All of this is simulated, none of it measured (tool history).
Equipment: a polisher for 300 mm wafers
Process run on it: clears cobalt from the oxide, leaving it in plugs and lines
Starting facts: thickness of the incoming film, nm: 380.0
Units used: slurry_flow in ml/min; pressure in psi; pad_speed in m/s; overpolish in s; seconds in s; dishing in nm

{"run": 1, "hour": 0.0, "slurry_flow": 305, "pressure": 1.4, "pad_speed": 0.84, "overpolish": 22, "seconds": 136.74, "dishing": 38.151}
{"run": 2, "hour": 3.7, "slurry_flow": 305, "pressure": 1.6, "pad_speed": 0.84, "overpolish": 22, "seconds": 120.43, "dishing": 41.719}
{"run": 3, "hour": 7.3, "slurry_flow": 305, "pressure": 1.6, "pad_speed": 0.84, "overpolish": 24, "seconds": 121.3, "dishing": 42.518}
{"run": 4, "hour": 8.9, "slurry_flow": 305, "pressure": 1.6, "pad_speed": 0.96, "overpolish": 24, "seconds": 106.27, "dishing": 45.525}
{"run": 5, "hour": 14.9, "slurry_flow": 305, "pressure": 1.5, "pad_speed": 0.96, "overpolish": 26, "seconds": 109.97, "dishing": 45.623}
{"run": 6, "hour": 16.1, "slurry_flow": 305, "pressure": 1.5, "pad_speed": 0.96, "overpolish": 30, "seconds": 115.15, "dishing": 47.937}
{"run": 7, "hour": 21.2, "slurry_flow": 305, "pressure": 1.5, "pad_speed": 0.96, "overpolish": 32, "seconds": 115.87, "dishing": 48.942}
{"run": 8, "hour": 29.6, "slurry_flow": 305, "pressure": 1.5, "pad_speed": 0.96, "overpolish": 33, "seconds": 110.37, "dishing": 49.299}
{"run": 9, "hour": 31.4, "slurry_flow": 305, "pressure": 1.4, "pad_speed": 0.96, "overpolish": 35, "seconds": 120.35, "dishing": 49.11}

Estimate the outcome of run 10 from the log above:
{"run": 10, "hour": 35.8, "slurry_flow": 305, "pressure": 1.4, "pad_speed": 0.96, "overpolish": 36, "seconds": "?", "dishing": "?"}

seconds: 119.56 s
dishing: 49.459 nm

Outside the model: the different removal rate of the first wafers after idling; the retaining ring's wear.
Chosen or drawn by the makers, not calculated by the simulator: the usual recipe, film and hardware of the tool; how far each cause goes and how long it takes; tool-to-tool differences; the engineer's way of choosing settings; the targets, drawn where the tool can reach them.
